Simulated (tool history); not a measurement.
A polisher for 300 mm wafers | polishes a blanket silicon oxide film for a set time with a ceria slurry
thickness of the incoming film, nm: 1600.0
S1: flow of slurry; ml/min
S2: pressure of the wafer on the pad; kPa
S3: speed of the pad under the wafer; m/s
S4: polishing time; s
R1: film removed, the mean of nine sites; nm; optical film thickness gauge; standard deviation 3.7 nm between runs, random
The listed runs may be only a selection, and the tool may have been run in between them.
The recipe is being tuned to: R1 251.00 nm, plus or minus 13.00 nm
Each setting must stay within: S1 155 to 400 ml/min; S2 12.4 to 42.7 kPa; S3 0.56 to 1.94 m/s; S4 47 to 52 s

run 1 day=0.000 | S1=255 S2=27.6 S3=1.24 S4=52 | R1=305.49
run 2 day=0.288 | S1=255 S2=33.1 S3=1.24 S4=52 | R1=350.29
run 3 day=0.425 | S1=255 S2=33.1 S3=1.24 S4=47 | R1=318.89
run 4 day=0.558 | S1=255 S2=33.1 S3=1.24 S4=52 | R1=360.28
run 5 day=0.767 | S1=255 S2=33.1 S3=1.24 S4=47 | R1=320.63
run 6 day=1.071 | S1=255 S2=33.1 S3=1.24 S4=52 | R1=352.94
run 7 day=1.175 | S1=255 S2=25.5 S3=1.20 S4=52 | R1=300.06
run 8 day=1.483 | S1=255 S2=17.9 S3=1.12 S4=52 | R1=234.56

4 candidate next runs follow, results not yet known. Just one meets every target within its allowed miss. Identify it.
run A day=1.792 | S1=190 S2=25.5 S3=1.06 S4=48 | R1=?
run B day=1.792 | S1=270 S2=15.9 S3=1.12 S4=51 | R1=?
run C day=1.792 | S1=285 S2=17.9 S3=0.98 S4=52 | R1=?
run D day=1.792 | S1=270 S2=18.6 S3=1.08 S4=48 | R1=?

move=A R1=240.64
move=B R1=213.20
move=C R1=213.30
move=D R1=211.94
A: every result within its allowed miss
B: moves away from the targets compared with the last run
C: moves away from the targets compared with the last run
D: moves away from the targets compared with the last run
So the answer is move A, the one that meets all the targets.
